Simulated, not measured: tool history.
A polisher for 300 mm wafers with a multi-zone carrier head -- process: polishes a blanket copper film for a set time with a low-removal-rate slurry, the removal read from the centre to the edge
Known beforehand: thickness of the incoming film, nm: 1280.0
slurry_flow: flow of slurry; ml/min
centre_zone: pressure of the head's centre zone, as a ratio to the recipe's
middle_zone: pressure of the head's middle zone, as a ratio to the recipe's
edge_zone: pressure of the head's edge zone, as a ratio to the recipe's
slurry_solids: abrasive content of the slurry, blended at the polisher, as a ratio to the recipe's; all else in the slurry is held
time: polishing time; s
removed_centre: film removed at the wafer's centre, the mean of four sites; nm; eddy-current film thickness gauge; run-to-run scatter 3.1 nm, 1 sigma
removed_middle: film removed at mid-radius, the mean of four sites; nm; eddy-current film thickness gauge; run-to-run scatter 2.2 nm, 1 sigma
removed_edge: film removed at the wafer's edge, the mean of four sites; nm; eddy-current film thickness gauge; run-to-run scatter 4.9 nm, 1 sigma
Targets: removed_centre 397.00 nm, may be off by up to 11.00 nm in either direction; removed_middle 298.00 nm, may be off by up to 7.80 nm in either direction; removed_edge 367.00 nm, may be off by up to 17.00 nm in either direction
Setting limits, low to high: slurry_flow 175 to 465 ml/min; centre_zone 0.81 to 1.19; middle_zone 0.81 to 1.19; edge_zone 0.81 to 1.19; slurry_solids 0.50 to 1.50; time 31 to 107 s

run  hour  slurry_flow  centre_zone  middle_zone  edge_zone  slurry_solids  time  removed_centre  removed_middle  removed_edge
  1   0.0          295         1.00         1.00       1.00           1.00    69          253.49          254.01        258.37
  2   1.8          295         1.00         1.00       1.00           1.00    82          299.41          304.09        299.22
  3   9.3          295         1.00         1.07       1.00           1.00    82          299.93          319.01        301.03
  4  15.8          295         1.00         1.07       0.94           1.00    82          296.28          313.88        290.12
  5  21.7          295         1.00         1.07       0.94           1.00    76          273.49          294.34        266.36
  6  29.3          295         1.00         1.07       0.94           1.00    93          342.30          359.97        328.24
  7  30.8          290         1.04         0.98       1.00           1.00    93          351.98          332.28        335.13
  8  34.8          290         1.04         0.98       1.00           1.00    93          352.62          340.15        341.84
  9  37.2          285         1.14         0.88       1.10           1.05    93          383.82          308.38        366.90

Which single option among these 5 for the next run brings every result within its allowed miss of target? Just one does.
  A  39.6          295         1.19         0.88       0.96           1.00    95               ?               ?             ?
  B  39.6          320         1.19         0.89       0.99           0.80    93               ?               ?             ?
  C  39.6          315         1.16         0.83       1.12           1.00    94               ?               ?             ?
  D  39.6          285         1.19         0.86       1.07           1.15    84               ?               ?             ?
  E  39.6          275         1.15         0.91       1.00           1.15    87               ?               ?             ?

move  removed_centre  removed_middle  removed_edge
   A          407.99          313.85        342.77
   B          388.94          301.71        330.17
   C          396.31          297.99        365.73
   D          367.84          277.76        324.89
   E          366.54          300.29        325.17
A: its largest miss is bigger than the last run's
B: the worst result of the last run now meets its target, but another is out of spec
C: meets every target
D: pushes the last run's worst result past its target
E: the worst result of the last run now meets its target, but another is out of spec
C meets every target.

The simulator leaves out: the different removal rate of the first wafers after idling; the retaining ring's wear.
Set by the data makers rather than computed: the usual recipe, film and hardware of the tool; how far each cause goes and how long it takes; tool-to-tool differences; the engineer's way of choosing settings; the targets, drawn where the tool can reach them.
